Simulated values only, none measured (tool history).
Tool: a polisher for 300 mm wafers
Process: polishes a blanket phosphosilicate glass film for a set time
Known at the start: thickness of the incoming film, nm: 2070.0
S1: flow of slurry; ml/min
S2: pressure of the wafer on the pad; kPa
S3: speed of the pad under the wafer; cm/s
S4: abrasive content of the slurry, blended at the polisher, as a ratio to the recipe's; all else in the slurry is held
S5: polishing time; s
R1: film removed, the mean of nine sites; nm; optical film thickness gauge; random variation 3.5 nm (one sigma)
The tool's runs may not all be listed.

| run | day | S1 | S2 | S3 | S4 | S5 | R1 |
|---|---|---|---|---|---|---|---|
| 1 | 0 | 260 | 24.8 | 88 | 1 | 57 | 473.62 |
| 2 | 0.342 | 260 | 22.1 | 86 | 1 | 57 | 419.67 |
| 3 | 0.6 | 260 | 20 | 82 | 1 | 57 | 363.41 |
| 4 | 0.767 | 260 | 17.9 | 82 | 1 | 57 | 328.22 |
| 5 | 0.858 | 260 | 17.9 | 102 | 1 | 57 | 399.08 |
| 6 | 1.054 | 260 | 17.9 | 102 | 1 | 52 | 363.25 |

Forecast run 7:
| 7 | 1.258 | 260 | 16.5 | 100 | 1 | 52 | ? |

{"run 7": {"R1": 325.02}}
